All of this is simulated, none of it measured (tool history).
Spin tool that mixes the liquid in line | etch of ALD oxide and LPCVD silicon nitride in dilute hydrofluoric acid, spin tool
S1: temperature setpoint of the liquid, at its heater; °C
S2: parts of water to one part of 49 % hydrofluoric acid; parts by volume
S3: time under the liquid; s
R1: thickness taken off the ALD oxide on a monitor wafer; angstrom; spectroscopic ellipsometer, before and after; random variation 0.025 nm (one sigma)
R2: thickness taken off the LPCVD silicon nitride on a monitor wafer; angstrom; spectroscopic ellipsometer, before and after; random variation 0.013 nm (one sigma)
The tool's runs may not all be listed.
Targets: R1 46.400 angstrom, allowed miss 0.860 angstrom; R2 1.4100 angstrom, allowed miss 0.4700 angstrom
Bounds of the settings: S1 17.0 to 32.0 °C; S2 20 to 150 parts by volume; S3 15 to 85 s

Run 1, day 0.000: S1 24.0 °C, S2 85 parts by volume, S3 45 s. Result: R1 74.139 angstrom, R2 3.3145 angstrom.
Run 2, day 0.154: S1 22.0 °C, S2 90 parts by volume, S3 45 s. Result: R1 65.158 angstrom, R2 2.1188 angstrom.
Run 3, day 0.446: S1 22.0 °C, S2 100 parts by volume, S3 45 s. Result: R1 57.562 angstrom, R2 2.0735 angstrom.
Run 4, day 0.662: S1 21.0 °C, S2 100 parts by volume, S3 45 s. Result: R1 55.454 angstrom, R2 2.2962 angstrom.
Run 5, day 0.979: S1 19.5 °C, S2 100 parts by volume, S3 45 s. Result: R1 51.855 angstrom, R2 1.8776 angstrom.
Run 6, day 1.296: S1 20.5 °C, S2 100 parts by volume, S3 45 s. Result: R1 54.001 angstrom, R2 1.6735 angstrom.
Run 7, day 1.429: S1 20.0 °C, S2 100 parts by volume, S3 45 s. Result: R1 53.250 angstrom, R2 1.9617 angstrom.
Run 8, day 1.554: S1 19.0 °C, S2 100 parts by volume, S3 45 s. Result: R1 50.984 angstrom, R2 1.9111 angstrom.
Run 9, day 1.829: S1 18.5 °C, S2 100 parts by volume, S3 45 s. Result: R1 49.728 angstrom, R2 1.2341 angstrom.

4 next moves are on the table. One of them brings every result within its allowed miss. Which?
Run A, day 2.104: S1 18.5 °C, S2 100 parts by volume, S3 40 s. Result: R1 ?, R2 ?.
Run B, day 2.104: S1 17.0 °C, S2 90 parts by volume, S3 45 s. Result: R1 ?, R2 ?.
Run C, day 2.104: S1 20.5 °C, S2 105 parts by volume, S3 45 s. Result: R1 ?, R2 ?.
Run D, day 2.104: S1 19.5 °C, S2 100 parts by volume, S3 40 s. Result: R1 ?, R2 ?.

move      R1      R2
   A  44.581  1.3527
   B  52.883  1.5188
   C  51.583  1.6635
   D  46.468  1.4488
A: takes the result that was furthest off past its target
B: further off than the last run
C: further off than the last run
D: meets every target
The right move is D.

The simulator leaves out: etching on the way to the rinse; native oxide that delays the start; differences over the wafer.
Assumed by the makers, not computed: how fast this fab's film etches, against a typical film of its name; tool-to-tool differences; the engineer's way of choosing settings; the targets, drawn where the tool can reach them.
